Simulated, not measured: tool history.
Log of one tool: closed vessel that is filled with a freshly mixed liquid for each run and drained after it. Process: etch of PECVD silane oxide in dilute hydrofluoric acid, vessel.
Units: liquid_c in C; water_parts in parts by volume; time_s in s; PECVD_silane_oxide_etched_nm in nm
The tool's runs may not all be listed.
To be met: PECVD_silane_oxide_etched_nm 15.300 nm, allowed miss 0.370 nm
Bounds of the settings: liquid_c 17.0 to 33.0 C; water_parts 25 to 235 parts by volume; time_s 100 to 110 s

run 1 hour=0.0 | liquid_c=25.0 water_parts=130 time_s=100 | PECVD_silane_oxide_etched_nm=13.125
run 2 hour=8.0 | liquid_c=25.0 water_parts=160 time_s=100 | PECVD_silane_oxide_etched_nm=10.295
run 3 hour=11.4 | liquid_c=27.0 water_parts=160 time_s=100 | PECVD_silane_oxide_etched_nm=11.109
run 4 hour=14.2 | liquid_c=27.0 water_parts=160 time_s=110 | PECVD_silane_oxide_etched_nm=12.249
run 5 hour=19.8 | liquid_c=28.5 water_parts=160 time_s=110 | PECVD_silane_oxide_etched_nm=12.970
run 6 hour=28.6 | liquid_c=28.5 water_parts=130 time_s=110 | PECVD_silane_oxide_etched_nm=16.461
run 7 hour=29.6 | liquid_c=28.0 water_parts=130 time_s=110 | PECVD_silane_oxide_etched_nm=16.153
run 8 hour=34.7 | liquid_c=27.5 water_parts=130 time_s=110 | PECVD_silane_oxide_etched_nm=16.020

Which of these 4 next moves meets every target?
run A hour=39.8 | liquid_c=28.5 water_parts=145 time_s=110 | PECVD_silane_oxide_etched_nm=?
run B hour=39.8 | liquid_c=27.5 water_parts=135 time_s=110 | PECVD_silane_oxide_etched_nm=?
run C hour=39.8 | liquid_c=27.5 water_parts=120 time_s=110 | PECVD_silane_oxide_etched_nm=?
run D hour=39.8 | liquid_c=23.0 water_parts=110 time_s=110 | PECVD_silane_oxide_etched_nm=?

move=A PECVD_silane_oxide_etched_nm=14.414
move=B PECVD_silane_oxide_etched_nm=15.110
move=C PECVD_silane_oxide_etched_nm=17.328
move=D PECVD_silane_oxide_etched_nm=16.078
A: takes the result that was furthest off past its target
B: meets every target
C: further off than the last run
D: further off than the last run
Answer: B
